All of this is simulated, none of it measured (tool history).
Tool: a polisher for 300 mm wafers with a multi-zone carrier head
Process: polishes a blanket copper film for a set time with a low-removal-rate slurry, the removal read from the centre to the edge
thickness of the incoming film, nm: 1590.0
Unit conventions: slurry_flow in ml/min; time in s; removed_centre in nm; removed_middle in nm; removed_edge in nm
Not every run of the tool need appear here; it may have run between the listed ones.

Run 1, day 0.000: slurry_flow 255 ml/min, centre_zone 1.00, middle_zone 1.00, edge_zone 1.00, slurry_solids 1.00, time 43 s. Result: removed_centre 140.35 nm, removed_middle 141.02 nm, removed_edge 142.66 nm.
Run 2, day 0.196: slurry_flow 265 ml/min, centre_zone 1.01, middle_zone 1.00, edge_zone 1.00, slurry_solids 1.00, time 43 s. Result: removed_centre 143.70 nm, removed_middle 142.48 nm, removed_edge 144.24 nm.
Run 3, day 0.446: slurry_flow 275 ml/min, centre_zone 1.02, middle_zone 0.99, edge_zone 1.00, slurry_solids 1.00, time 43 s. Result: removed_centre 145.27 nm, removed_middle 141.84 nm, removed_edge 144.03 nm.
Run 4, day 0.621: slurry_flow 275 ml/min, centre_zone 1.02, middle_zone 0.92, edge_zone 1.00, slurry_solids 1.00, time 43 s. Result: removed_centre 142.66 nm, removed_middle 134.27 nm, removed_edge 146.74 nm.
Run 5, day 0.671: slurry_flow 285 ml/min, centre_zone 1.03, middle_zone 0.92, edge_zone 1.00, slurry_solids 1.00, time 43 s. Result: removed_centre 147.16 nm, removed_middle 133.01 nm, removed_edge 145.70 nm.
Run 6, day 0.996: slurry_flow 285 ml/min, centre_zone 1.00, middle_zone 0.92, edge_zone 1.00, slurry_solids 1.00, time 43 s. Result: removed_centre 143.54 nm, removed_middle 133.83 nm, removed_edge 143.29 nm.
Run 7, day 1.054: slurry_flow 295 ml/min, centre_zone 1.01, middle_zone 0.92, edge_zone 1.00, slurry_solids 1.00, time 43 s. Result: removed_centre 144.66 nm, removed_middle 134.17 nm, removed_edge 145.67 nm.
Run 8, day 1.250: slurry_flow 305 ml/min, centre_zone 1.02, middle_zone 0.93, edge_zone 1.00, slurry_solids 1.00, time 43 s. Result: removed_centre 147.68 nm, removed_middle 135.89 nm, removed_edge 145.61 nm.

Run 9, settings as shown, results not yet in. Your forecast:
Run 9, day 1.488: slurry_flow 365 ml/min, centre_zone 1.08, middle_zone 0.96, edge_zone 1.02, slurry_solids 1.05, time 43 s. Result: removed_centre ?, removed_middle ?, removed_edge ?.

{"run 9": {"removed_centre": 159.71, "removed_middle": 141.04, "removed_edge": 151.29}}
